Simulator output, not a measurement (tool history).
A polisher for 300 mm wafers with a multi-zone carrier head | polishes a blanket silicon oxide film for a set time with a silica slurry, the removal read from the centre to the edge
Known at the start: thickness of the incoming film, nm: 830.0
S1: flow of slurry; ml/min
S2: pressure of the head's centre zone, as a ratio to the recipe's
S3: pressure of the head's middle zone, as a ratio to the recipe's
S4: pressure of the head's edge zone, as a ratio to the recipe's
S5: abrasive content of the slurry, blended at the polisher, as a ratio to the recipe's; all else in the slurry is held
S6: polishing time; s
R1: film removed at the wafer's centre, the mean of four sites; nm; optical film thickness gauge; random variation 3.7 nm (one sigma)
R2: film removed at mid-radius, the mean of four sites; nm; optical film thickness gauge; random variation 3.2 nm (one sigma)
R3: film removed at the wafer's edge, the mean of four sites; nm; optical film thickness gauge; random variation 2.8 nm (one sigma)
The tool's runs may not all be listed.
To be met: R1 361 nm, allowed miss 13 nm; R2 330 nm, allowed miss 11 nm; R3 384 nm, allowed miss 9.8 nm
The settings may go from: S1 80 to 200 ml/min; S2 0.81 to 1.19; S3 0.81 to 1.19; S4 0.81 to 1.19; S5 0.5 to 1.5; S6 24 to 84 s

Run 1, hour 0: S1 130 ml/min, S2 1, S3 1, S4 1, S5 1, S6 54 s. Result: R1 234.03 nm, R2 240.12 nm, R3 244.96 nm.
Run 2, hour 4.3: S1 130 ml/min, S2 1.07, S3 1, S4 1, S5 1, S6 54 s. Result: R1 257.04 nm, R2 244.95 nm, R3 238.22 nm.
Run 3, hour 6.5: S1 135 ml/min, S2 1.06, S3 0.98, S4 1.03, S5 1.1, S6 55 s. Result: R1 266.75 nm, R2 255.03 nm, R3 265.22 nm.
Run 4, hour 15.3: S1 135 ml/min, S2 1.06, S3 0.98, S4 1.03, S5 0.9, S6 55 s. Result: R1 247.92 nm, R2 236.99 nm, R3 241.17 nm.
Run 5, hour 17.3: S1 135 ml/min, S2 1.06, S3 0.93, S4 1.03, S5 0.9, S6 55 s. Result: R1 245.56 nm, R2 226.29 nm, R3 241.81 nm.
Run 6, hour 26.1: S1 135 ml/min, S2 1.06, S3 0.98, S4 1.03, S5 0.9, S6 55 s. Result: R1 243.99 nm, R2 237.91 nm, R3 241.62 nm.
Run 7, hour 31.9: S1 145 ml/min, S2 1.07, S3 0.98, S4 1.06, S5 1, S6 55 s. Result: R1 265.06 nm, R2 254.4 nm, R3 258.11 nm.
Run 8, hour 40.5: S1 150 ml/min, S2 1.07, S3 0.97, S4 1.08, S5 1.1, S6 56 s. Result: R1 283.07 nm, R2 267.09 nm, R3 277.95 nm.
Run 9, hour 43.5: S1 150 ml/min, S2 1.07, S3 0.96, S4 1.1, S5 1.15, S6 57 s. Result: R1 292.89 nm, R2 272.74 nm, R3 291.89 nm.
Run 10, hour 50.1: S1 155 ml/min, S2 1.07, S3 0.95, S4 1.11, S5 1.2, S6 58 s. Result: R1 305.84 nm, R2 279.65 nm, R3 301.65 nm.
Run 11, hour 50.8: S1 155 ml/min, S2 1.06, S3 0.95, S4 1.12, S5 1.25, S6 59 s. Result: R1 307.58 nm, R2 289.02 nm, R3 314.96 nm.
Run 12, hour 53.9: S1 155 ml/min, S2 1.06, S3 0.94, S4 1.13, S5 1.3, S6 60 s. Result: R1 321.91 nm, R2 301.74 nm, R3 321.49 nm.
Run 13, hour 62.5: S1 160 ml/min, S2 1.05, S3 0.92, S4 1.14, S5 1.35, S6 61 s. Result: R1 323.02 nm, R2 300.2 nm, R3 335.71 nm.
Run 14, hour 63.8: S1 165 ml/min, S2 1.05, S3 0.92, S4 1.15, S5 1.4, S6 62 s. Result: R1 341.34 nm, R2 314.3 nm, R3 348.34 nm.
Run 15, hour 66.5: S1 175 ml/min, S2 1, S3 0.87, S4 1.19, S5 1.5, S6 64 s. Result: R1 348.39 nm, R2 317.92 nm, R3 378.8 nm.

4 next moves are on the table. One of them brings every result within its allowed miss. Which?
Run A, hour 69.2: S1 180 ml/min, S2 1.04, S3 0.91, S4 1.16, S5 1.5, S6 62 s. Result: R1 ?, R2 ?, R3 ?.
Run B, hour 69.2: S1 160 ml/min, S2 0.95, S3 0.87, S4 1.18, S5 1.5, S6 66 s. Result: R1 ?, R2 ?, R3 ?.
Run C, hour 69.2: S1 195 ml/min, S2 1, S3 0.87, S4 1.15, S5 1.5, S6 65 s. Result: R1 ?, R2 ?, R3 ?.
Run D, hour 69.2: S1 140 ml/min, S2 1.04, S3 0.81, S4 1.19, S5 1.45, S6 69 s. Result: R1 ?, R2 ?, R3 ?.

move      R1      R2      R3
   A  353.19  323.58  364.44
   B  335.57  325.24  385.64
   C  361.19  331.26   384.2
   D  367.58  308.45  392.71
A: brings the result that was furthest off to its target, and leaves another outside
B: brings the result that was furthest off to its target, and leaves another outside
C: meets every target
D: further off than the last run
Answer: C
